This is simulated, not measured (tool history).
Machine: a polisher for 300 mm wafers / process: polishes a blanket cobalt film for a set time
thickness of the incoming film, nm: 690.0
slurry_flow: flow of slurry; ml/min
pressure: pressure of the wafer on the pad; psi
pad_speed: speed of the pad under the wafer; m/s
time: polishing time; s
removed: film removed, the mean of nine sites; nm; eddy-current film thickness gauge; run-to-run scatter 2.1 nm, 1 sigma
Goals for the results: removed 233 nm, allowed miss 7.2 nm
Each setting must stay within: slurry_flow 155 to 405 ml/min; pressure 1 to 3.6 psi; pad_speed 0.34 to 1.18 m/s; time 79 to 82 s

run 1 hour=0 | slurry_flow=260 pressure=2.3 pad_speed=0.76 time=79 | removed=314.86
run 2 hour=3.5 | slurry_flow=260 pressure=2 pad_speed=0.76 time=79 | removed=273.9
run 3 hour=9.8 | slurry_flow=260 pressure=1.9 pad_speed=0.76 time=79 | removed=262.85
run 4 hour=14 | slurry_flow=260 pressure=2.4 pad_speed=0.76 time=79 | removed=327.11
run 5 hour=18.6 | slurry_flow=260 pressure=2.2 pad_speed=0.76 time=79 | removed=293.48
run 6 hour=21.7 | slurry_flow=260 pressure=2.1 pad_speed=0.76 time=79 | removed=288.88
run 7 hour=24.2 | slurry_flow=260 pressure=2 pad_speed=0.76 time=79 | removed=270.87
run 8 hour=28.2 | slurry_flow=260 pressure=1.9 pad_speed=0.76 time=79 | removed=256.45
run 9 hour=29.2 | slurry_flow=260 pressure=1.8 pad_speed=0.76 time=79 | removed=244.51

Which one of the following 4 next-run settings gets every result inside its allowed miss? There is exactly one.
run A hour=30.2 | slurry_flow=245 pressure=1.8 pad_speed=0.78 time=80 | removed=?
run B hour=30.2 | slurry_flow=260 pressure=1.4 pad_speed=0.88 time=82 | removed=?
run C hour=30.2 | slurry_flow=325 pressure=1.7 pad_speed=0.78 time=80 | removed=?
run D hour=30.2 | slurry_flow=215 pressure=1.8 pad_speed=0.66 time=79 | removed=?

move=A removed=254.85
move=B removed=232.08
move=C removed=248.35
move=D removed=211.12
A: the biggest miss grows against the last run
B: all results in spec
C: the biggest miss grows against the last run
D: moves the result that the last run missed by most past its target, out the other side
B is the move that brings every result within its allowed miss.

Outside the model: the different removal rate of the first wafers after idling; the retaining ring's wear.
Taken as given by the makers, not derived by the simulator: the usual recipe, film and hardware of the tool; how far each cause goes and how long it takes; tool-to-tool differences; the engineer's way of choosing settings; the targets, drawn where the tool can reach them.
